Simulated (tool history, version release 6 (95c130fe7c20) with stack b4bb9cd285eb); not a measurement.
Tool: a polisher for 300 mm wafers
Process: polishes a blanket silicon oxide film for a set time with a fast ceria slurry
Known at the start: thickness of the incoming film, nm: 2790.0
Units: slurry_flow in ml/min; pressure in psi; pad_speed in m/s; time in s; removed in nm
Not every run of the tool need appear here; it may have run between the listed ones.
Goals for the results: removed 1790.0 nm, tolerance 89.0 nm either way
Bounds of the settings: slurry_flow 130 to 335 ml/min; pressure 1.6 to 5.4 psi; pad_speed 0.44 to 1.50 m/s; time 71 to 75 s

Run 1, day 0.000: slurry_flow 215 ml/min, pressure 3.5 psi, pad_speed 0.96 m/s, time 71 s. Result: removed 1216.0 nm.
Run 2, day 0.142: slurry_flow 215 ml/min, pressure 3.5 psi, pad_speed 0.96 m/s, time 71 s. Result: removed 1263.4 nm.
Run 3, day 0.371: slurry_flow 215 ml/min, pressure 3.5 psi, pad_speed 0.96 m/s, time 71 s. Result: removed 1242.9 nm.
Run 4, day 0.567: slurry_flow 250 ml/min, pressure 3.5 psi, pad_speed 0.96 m/s, time 71 s. Result: removed 1236.5 nm.
Run 5, day 0.608: slurry_flow 250 ml/min, pressure 3.5 psi, pad_speed 0.96 m/s, time 71 s. Result: removed 1248.6 nm.
Run 6, day 0.892: slurry_flow 250 ml/min, pressure 3.5 psi, pad_speed 0.96 m/s, time 75 s. Result: removed 1336.8 nm.
Run 7, day 1.112: slurry_flow 250 ml/min, pressure 3.6 psi, pad_speed 0.96 m/s, time 75 s. Result: removed 1362.7 nm.
Run 8, day 1.433: slurry_flow 250 ml/min, pressure 3.7 psi, pad_speed 0.96 m/s, time 75 s. Result: removed 1417.7 nm.
Run 9, day 1.583: slurry_flow 250 ml/min, pressure 3.8 psi, pad_speed 0.96 m/s, time 75 s. Result: removed 1403.6 nm.
Run 10, day 1.875: slurry_flow 250 ml/min, pressure 3.9 psi, pad_speed 0.96 m/s, time 75 s. Result: removed 1518.7 nm.
Run 11, day 1.992: slurry_flow 250 ml/min, pressure 4.2 psi, pad_speed 0.96 m/s, time 75 s. Result: removed 1561.5 nm.
Run 12, day 2.096: slurry_flow 250 ml/min, pressure 4.3 psi, pad_speed 0.96 m/s, time 75 s. Result: removed 1596.6 nm.

Exactly one of the 4 candidate moves below puts every result within its allowed miss. Which one?
Run A, day 2.200: slurry_flow 165 ml/min, pressure 5.4 psi, pad_speed 0.78 m/s, time 75 s. Result: removed ?.
Run B, day 2.200: slurry_flow 255 ml/min, pressure 4.5 psi, pad_speed 0.88 m/s, time 74 s. Result: removed ?.
Run C, day 2.200: slurry_flow 250 ml/min, pressure 4.0 psi, pad_speed 1.00 m/s, time 75 s. Result: removed ?.
Run D, day 2.200: slurry_flow 250 ml/min, pressure 5.4 psi, pad_speed 0.90 m/s, time 71 s. Result: removed ?.

move  removed
   A   1585.0
   B   1565.9
   C   1597.9
   D   1831.2
A: moves away from the targets compared with the last run
B: moves away from the targets compared with the last run
C: no nearer and no further than the last run
D: hits every target within its allowed miss
The move that meets every target is D.
